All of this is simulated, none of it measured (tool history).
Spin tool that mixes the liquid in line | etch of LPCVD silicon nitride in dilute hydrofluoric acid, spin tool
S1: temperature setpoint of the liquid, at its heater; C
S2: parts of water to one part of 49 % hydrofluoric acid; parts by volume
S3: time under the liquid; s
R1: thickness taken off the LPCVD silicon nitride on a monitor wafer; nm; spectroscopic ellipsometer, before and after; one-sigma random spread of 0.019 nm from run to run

run,hour,S1,S2,S3,R1
1,0.0,23.0,140,65,0.20114
2,1.5,23.0,140,45,0.13732
3,4.0,23.0,140,65,0.20725
4,5.0,23.0,140,45,0.13105
5,8.1,25.0,100,50,0.25499
6,16.1,26.5,80,55,0.36318
7,17.0,27.5,75,55,0.41387

Expected results for the next run?
8,22.9,28.5,70,55,?

For run 8 the tool returned R1 0.48534 nm.
